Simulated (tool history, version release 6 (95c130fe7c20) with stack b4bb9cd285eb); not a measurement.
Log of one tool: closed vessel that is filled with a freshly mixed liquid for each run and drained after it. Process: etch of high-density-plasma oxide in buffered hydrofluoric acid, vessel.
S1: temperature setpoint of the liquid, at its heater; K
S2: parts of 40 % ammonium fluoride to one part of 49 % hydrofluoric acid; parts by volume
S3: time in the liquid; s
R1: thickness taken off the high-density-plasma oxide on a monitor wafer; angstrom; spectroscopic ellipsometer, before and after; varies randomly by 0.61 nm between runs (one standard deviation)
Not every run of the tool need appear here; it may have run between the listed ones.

{"run": 1, "hour": 0.0, "S1": 293.15, "S2": 7.5, "S3": 90, "R1": 1052.5}
{"run": 2, "hour": 4.6, "S1": 296.15, "S2": 7.5, "S3": 90, "R1": 1217.6}
{"run": 3, "hour": 11.1, "S1": 299.15, "S2": 7.5, "S3": 90, "R1": 1442.9}
{"run": 4, "hour": 16.8, "S1": 299.15, "S2": 7.5, "S3": 90, "R1": 1451.6}
{"run": 5, "hour": 18.9, "S1": 296.65, "S2": 7.5, "S3": 90, "R1": 1262.4}
{"run": 6, "hour": 25.7, "S1": 296.65, "S2": 8, "S3": 90, "R1": 1185.1}
{"run": 7, "hour": 27.8, "S1": 295.15, "S2": 8, "S3": 90, "R1": 1097.6}

The next listed run, before its measurement:
{"run": 8, "hour": 30.4, "S1": 293.65, "S2": 8, "S3": 90, "R1": "?"}

Run 8 measured R1 996.26 angstrom.
